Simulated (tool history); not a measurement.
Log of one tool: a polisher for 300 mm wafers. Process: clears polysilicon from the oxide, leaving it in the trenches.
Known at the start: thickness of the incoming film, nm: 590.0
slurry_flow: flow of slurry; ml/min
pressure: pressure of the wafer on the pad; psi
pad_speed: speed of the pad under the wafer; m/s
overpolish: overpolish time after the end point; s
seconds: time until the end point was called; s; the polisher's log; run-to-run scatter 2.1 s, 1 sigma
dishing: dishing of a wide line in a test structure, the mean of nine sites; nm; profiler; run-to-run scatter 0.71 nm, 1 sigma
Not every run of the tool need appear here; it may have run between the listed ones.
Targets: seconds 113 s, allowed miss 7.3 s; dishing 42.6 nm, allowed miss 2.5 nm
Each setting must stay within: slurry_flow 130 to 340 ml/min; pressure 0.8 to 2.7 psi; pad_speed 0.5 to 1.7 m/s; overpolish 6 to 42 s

run  hour  slurry_flow  pressure  pad_speed  overpolish  seconds  dishing
  1     0          220       1.7        1.1          21   74.893   54.388
  2   8.2          220       1.5        1.1          21   86.066   52.303
  3  16.6          220       1.4        1.1          18   89.553   49.463
  4  23.2          220       1.3        1.1          17   93.464   46.851
  5  28.9          220       1.3       0.96          17   113.82   45.592
  6  33.3          220       1.3       0.96          25   109.93   50.819
  7  42.2          220       1.3       0.96          23   108.67   51.057
  8  46.5          220       1.3       0.96          21   111.42    49.03
  9  49.4          220       1.3       0.96          19   110.46   47.901

Consider the 4 candidate settings below. Which is the only one whose results all fall within their allowed miss of target?
  A  52.3          265       2.2       0.52          31        ?        ?
  B  52.3          280       1.2       1.08          20        ?        ?
  C  52.3          210       1.4       0.88          14        ?        ?
  D  52.3          210       1.5       0.76          23        ?        ?

move  seconds  dishing
   A    113.2   52.172
   B   100.66   48.371
   C    109.5   40.738
   D   117.93     48.1
A: its largest miss is bigger than the last run's
B: its largest miss is bigger than the last run's
C: every result lands within tolerance
D: roughly where the last run was
C is the move that brings every result within its allowed miss.
